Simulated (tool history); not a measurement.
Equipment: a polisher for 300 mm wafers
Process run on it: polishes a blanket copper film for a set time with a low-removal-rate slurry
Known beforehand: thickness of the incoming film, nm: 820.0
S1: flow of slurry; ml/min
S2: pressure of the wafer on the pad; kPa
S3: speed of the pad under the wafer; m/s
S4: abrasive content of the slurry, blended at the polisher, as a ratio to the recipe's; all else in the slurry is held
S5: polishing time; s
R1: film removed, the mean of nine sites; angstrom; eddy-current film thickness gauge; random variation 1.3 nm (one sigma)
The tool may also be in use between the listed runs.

run	day	S1	S2	S3	S4	S5	R1
1	0	295	13.1	1.28	1	79	1584.9
2	0.079	295	14.5	1.28	1	79	1790.8
3	0.438	295	15.9	1.28	1	79	1992.5
4	0.721	295	15.9	1.28	1.15	79	2039.7
5	0.762	220	15.9	1.28	1.15	79	1998.9
6	0.9	220	14.5	1.28	1.15	79	1818.4
7	1	220	13.1	1.28	1.15	79	1635.4
8	1.258	220	12.4	1.28	1.15	79	1553.6
9	1.342	220	11.7	1.28	1.15	79	1481.3
10	1.638	220	11	1.28	1.15	79	1384.7
11	1.675	220	10.3	1.28	1.15	79	1325.7

What does the tool deliver on the next run?
12	2.033	220	9.7	1.28	1.15	79	?

Run 12 gave R1 1237.4 angstrom.
